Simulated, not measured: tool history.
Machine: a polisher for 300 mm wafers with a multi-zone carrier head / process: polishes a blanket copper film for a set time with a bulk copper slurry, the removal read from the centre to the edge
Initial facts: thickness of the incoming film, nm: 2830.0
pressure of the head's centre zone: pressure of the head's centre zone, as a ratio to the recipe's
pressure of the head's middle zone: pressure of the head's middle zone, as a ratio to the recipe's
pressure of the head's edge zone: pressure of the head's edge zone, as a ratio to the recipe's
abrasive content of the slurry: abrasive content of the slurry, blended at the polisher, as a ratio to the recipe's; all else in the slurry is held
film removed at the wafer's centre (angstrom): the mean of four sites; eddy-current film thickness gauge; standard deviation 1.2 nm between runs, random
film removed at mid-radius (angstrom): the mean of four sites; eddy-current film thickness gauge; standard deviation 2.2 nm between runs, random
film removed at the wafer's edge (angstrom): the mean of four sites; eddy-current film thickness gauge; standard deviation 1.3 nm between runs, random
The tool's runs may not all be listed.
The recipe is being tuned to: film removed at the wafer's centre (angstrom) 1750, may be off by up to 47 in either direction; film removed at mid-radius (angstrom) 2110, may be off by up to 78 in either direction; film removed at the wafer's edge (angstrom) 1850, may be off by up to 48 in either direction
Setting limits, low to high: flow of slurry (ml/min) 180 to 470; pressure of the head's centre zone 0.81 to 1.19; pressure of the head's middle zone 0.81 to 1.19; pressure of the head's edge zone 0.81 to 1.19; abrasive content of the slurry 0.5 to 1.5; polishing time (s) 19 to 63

run,hour,flow of slurry (ml/min),pressure of the head's centre zone,pressure of the head's middle zone,pressure of the head's edge zone,abrasive content of the slurry,polishing time (s),film removed at the wafer's centre (angstrom),film removed at mid-radius (angstrom),film removed at the wafer's edge (angstrom)
1,0,300,1,1,1,1,41,2498,2520.2,2446.7
2,5.6,295,0.96,1.01,0.95,0.85,40,2257.6,2380.9,2274.7
3,6.5,290,0.94,1.03,0.92,0.75,39,2106.3,2305.8,2122.9
4,15.4,290,0.94,1.03,0.92,0.9,39,2191.9,2364.4,2212.7
5,16.4,290,0.94,1.03,0.99,0.9,39,2235.9,2393.5,2260
6,25.4,285,0.91,1.04,0.95,0.8,38,2042.6,2281.1,2119.1
7,29.6,280,0.9,1.05,0.92,0.7,38,1932.4,2199.8,2033.5
8,31.8,270,0.89,1.06,0.89,0.65,38,1861.7,2216.5,1970.2
9,32.9,260,0.89,1.05,0.87,0.65,38,1885.1,2115,1927.6
10,39.3,250,0.87,1.06,0.86,0.65,38,1849.8,2164.4,1908.5
11,41.6,245,0.85,1.06,0.85,0.65,38,1813.4,2156.6,1909.9
12,43.1,240,0.84,1.06,0.84,0.65,38,1795.4,2166.8,1903.9
# hour 45.5: worn pad replaced by a new one
13,45.5,235,0.84,1.06,0.83,0.65,38,1936,2321.7,2065.7
14,53.2,320,0.85,1.07,0.91,0.5,38,1878.3,2285.4,2030.7
15,58.5,295,0.86,1.07,0.9,0.5,38,1916.3,2225.9,1994.7

Which of these 4 next moves meets every target?
A,63.8,310,0.84,1.12,0.85,0.65,35,?,?,?
B,63.8,315,0.83,0.99,0.86,0.95,32,?,?,?
C,63.8,285,0.87,1.01,0.88,0.5,37,?,?,?
D,63.8,315,0.88,1.12,0.97,0.5,34,?,?,?

move,film removed at the wafer's centre (angstrom),film removed at mid-radius (angstrom),film removed at the wafer's edge (angstrom)
A,1837.5,2343.7,1946.5
B,1821.7,2111.9,1957.4
C,1855.8,2116,1945.4
D,1738.8,2143.2,1852
A: gains on the last run, yet a result remains outside its allowed miss
B: gains on the last run, yet a result remains outside its allowed miss
C: gains on the last run, yet a result remains outside its allowed miss
D: all results in spec
Go with D: it meets all targets.
